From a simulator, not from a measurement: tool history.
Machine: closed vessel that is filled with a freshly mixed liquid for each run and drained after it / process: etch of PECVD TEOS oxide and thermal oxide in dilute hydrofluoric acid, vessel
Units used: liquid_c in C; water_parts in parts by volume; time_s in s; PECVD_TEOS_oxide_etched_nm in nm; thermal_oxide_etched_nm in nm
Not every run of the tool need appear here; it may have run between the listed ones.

Run 1, hour 0: liquid_c 22 C, water_parts 175 parts by volume, time_s 60 s. Result: PECVD_TEOS_oxide_etched_nm 5.3612 nm, thermal_oxide_etched_nm 1.4816 nm.
Run 2, hour 8.5: liquid_c 23 C, water_parts 175 parts by volume, time_s 60 s. Result: PECVD_TEOS_oxide_etched_nm 5.6622 nm, thermal_oxide_etched_nm 1.5244 nm.
Run 3, hour 14.5: liquid_c 23.5 C, water_parts 170 parts by volume, time_s 60 s. Result: PECVD_TEOS_oxide_etched_nm 5.9415 nm, thermal_oxide_etched_nm 1.6247 nm.
Run 4, hour 23.2: liquid_c 24.5 C, water_parts 170 parts by volume, time_s 60 s. Result: PECVD_TEOS_oxide_etched_nm 6.2193 nm, thermal_oxide_etched_nm 1.6391 nm.
Run 5, hour 27: liquid_c 24.5 C, water_parts 170 parts by volume, time_s 45 s. Result: PECVD_TEOS_oxide_etched_nm 4.5864 nm, thermal_oxide_etched_nm 1.2358 nm.
Run 6, hour 35.3: liquid_c 25 C, water_parts 160 parts by volume, time_s 45 s. Result: PECVD_TEOS_oxide_etched_nm 5.0816 nm, thermal_oxide_etched_nm 1.3848 nm.
Run 7, hour 39.4: liquid_c 25.5 C, water_parts 155 parts by volume, time_s 45 s. Result: PECVD_TEOS_oxide_etched_nm 5.4354 nm, thermal_oxide_etched_nm 1.467 nm.
Run 8, hour 47.8: liquid_c 26 C, water_parts 150 parts by volume, time_s 45 s. Result: PECVD_TEOS_oxide_etched_nm 5.6737 nm, thermal_oxide_etched_nm 1.5268 nm.
Run 9, hour 49.3: liquid_c 26.5 C, water_parts 145 parts by volume, time_s 45 s. Result: PECVD_TEOS_oxide_etched_nm 5.9934 nm, thermal_oxide_etched_nm 1.5914 nm.
Run 10, hour 55.2: liquid_c 26.5 C, water_parts 140 parts by volume, time_s 45 s. Result: PECVD_TEOS_oxide_etched_nm 6.2352 nm, thermal_oxide_etched_nm 1.6871 nm.
Run 11, hour 59.3: liquid_c 27 C, water_parts 135 parts by volume, time_s 45 s. Result: PECVD_TEOS_oxide_etched_nm 6.7116 nm, thermal_oxide_etched_nm 1.8536 nm.

The next listed run, before its measurement:
Run 12, hour 67.6: liquid_c 27.5 C, water_parts 135 parts by volume, time_s 45 s. Result: PECVD_TEOS_oxide_etched_nm ?, thermal_oxide_etched_nm ?.

{"run 12": {"PECVD_TEOS_oxide_etched_nm": 6.8759, "thermal_oxide_etched_nm": 1.8506}}
